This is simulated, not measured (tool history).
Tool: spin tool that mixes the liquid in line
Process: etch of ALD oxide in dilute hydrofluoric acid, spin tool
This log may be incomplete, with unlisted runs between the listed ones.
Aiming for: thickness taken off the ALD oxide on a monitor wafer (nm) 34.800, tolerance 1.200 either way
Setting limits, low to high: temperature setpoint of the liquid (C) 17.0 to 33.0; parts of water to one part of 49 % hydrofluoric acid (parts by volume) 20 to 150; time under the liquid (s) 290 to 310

run  hour  temperature setpoint of the liquid (C)  parts of water to one part of 49 % hydrofluoric acid (parts by volume)  time under the liquid (s)  thickness taken off the ALD oxide on a monitor wafer (nm)
  1   0.0                                    25.0                                                                      85                        290                                                     55.455
  2   6.3                                    22.0                                                                      85                        290                                                     49.219
  3  13.9                                    21.0                                                                      85                        290                                                     46.986
  4  22.2                                    20.5                                                                      85                        290                                                     46.746
  5  24.3                                    20.0                                                                      85                        290                                                     45.649
  6  29.3                                    20.0                                                                      85                        290                                                     46.027
  7  30.7                                    19.5                                                                      85                        290                                                     44.168
  8  35.6                                    19.0                                                                      85                        290                                                     44.255
  9  44.0                                    18.5                                                                      85                        290                                                     43.253
 10  47.7                                    18.5                                                                      85                        290                                                     42.481
 11  49.6                                    17.0                                                                     100                        290                                                     33.708

Next run, 4 choices. One meets every target within its allowed miss, the rest don't. Which?
  A  51.5                                    18.5                                                                     110                        300                                                          ?
  B  51.5                                    17.0                                                                     115                        305                                                          ?
  C  51.5                                    17.0                                                                     105                        300                                                          ?
  D  51.5                                    17.0                                                                     100                        305                                                          ?

move  thickness taken off the ALD oxide on a monitor wafer (nm)
   A                                                     32.802
   B                                                     29.814
   C                                                     32.485
   D                                                     34.876
A: lands further from the targets than the last run did
B: lands further from the targets than the last run did
C: lands further from the targets than the last run did
D: every result lands within tolerance
The move that meets every target is D.
